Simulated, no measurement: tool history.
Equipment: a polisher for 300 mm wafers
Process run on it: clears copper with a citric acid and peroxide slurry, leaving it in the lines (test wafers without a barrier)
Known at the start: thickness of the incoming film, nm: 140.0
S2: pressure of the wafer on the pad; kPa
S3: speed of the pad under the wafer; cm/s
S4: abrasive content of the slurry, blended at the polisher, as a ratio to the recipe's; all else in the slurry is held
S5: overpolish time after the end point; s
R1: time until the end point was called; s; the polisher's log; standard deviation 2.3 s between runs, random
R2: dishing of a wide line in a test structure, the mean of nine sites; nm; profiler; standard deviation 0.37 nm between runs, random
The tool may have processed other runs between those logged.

Run 1, hour 0.0: flow of slurry (ml/min) 290, S2 21.4 kPa, S3 84 cm/s, S4 1.0, S5 26 s. Result: R1 87.193 s, R2 31.681 nm.
Run 2, hour 2.2: flow of slurry (ml/min) 290, S2 21.4 kPa, S3 84 cm/s, S4 1.0, S5 19 s. Result: R1 87.090 s, R2 24.430 nm.
Run 3, hour 9.4: flow of slurry (ml/min) 290, S2 21.4 kPa, S3 84 cm/s, S4 1.0, S5 25 s. Result: R1 85.185 s, R2 31.028 nm.
Run 4, hour 13.1: flow of slurry (ml/min) 290, S2 21.4 kPa, S3 84 cm/s, S4 1.0, S5 30 s. Result: R1 84.148 s, R2 36.118 nm.
Run 5, hour 20.0: flow of slurry (ml/min) 290, S2 17.9 kPa, S3 82 cm/s, S4 1.0, S5 32 s. Result: R1 104.380 s, R2 33.076 nm.
Run 6, hour 26.3: flow of slurry (ml/min) 350, S2 17.9 kPa, S3 82 cm/s, S4 1.0, S5 32 s. Result: R1 102.580 s, R2 33.101 nm.
Run 7, hour 27.8: flow of slurry (ml/min) 350, S2 11.7 kPa, S3 80 cm/s, S4 1.0, S5 37 s. Result: R1 159.350 s, R2 25.225 nm.

For run 8, what comes out?
Run 8, hour 28.5: flow of slurry (ml/min) 350, S2 11.7 kPa, S3 80 cm/s, S4 1.0, S5 37 s. Result: R1 ?, R2 ?.

R1: 156.900 s
R2: 25.142 nm

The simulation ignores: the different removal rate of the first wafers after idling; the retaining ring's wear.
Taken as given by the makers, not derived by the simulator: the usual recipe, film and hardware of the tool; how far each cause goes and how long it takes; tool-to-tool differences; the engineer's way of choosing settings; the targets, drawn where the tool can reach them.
